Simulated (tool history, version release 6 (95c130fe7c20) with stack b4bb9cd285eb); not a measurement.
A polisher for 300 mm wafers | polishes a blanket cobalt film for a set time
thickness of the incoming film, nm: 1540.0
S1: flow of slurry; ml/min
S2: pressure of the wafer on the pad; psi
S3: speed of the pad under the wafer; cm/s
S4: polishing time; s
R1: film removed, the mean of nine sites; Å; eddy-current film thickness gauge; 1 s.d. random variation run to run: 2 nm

run,hour,S1,S2,S3,S4,R1
1,0.0,145,2.1,82,58,2259.3
2,3.1,145,1.7,82,58,1873.0
3,9.7,145,1.7,82,61,1981.8
4,14.5,155,1.9,82,61,2171.2
5,15.4,155,1.9,82,58,2079.7
6,22.1,170,1.9,82,58,2120.1
7,27.8,175,2.1,82,58,2317.9
8,28.5,180,2.2,82,58,2427.9

Expected results for the next run?
9,34.9,185,2.3,82,58,?

{"run 9": {"R1": 2545.4}}
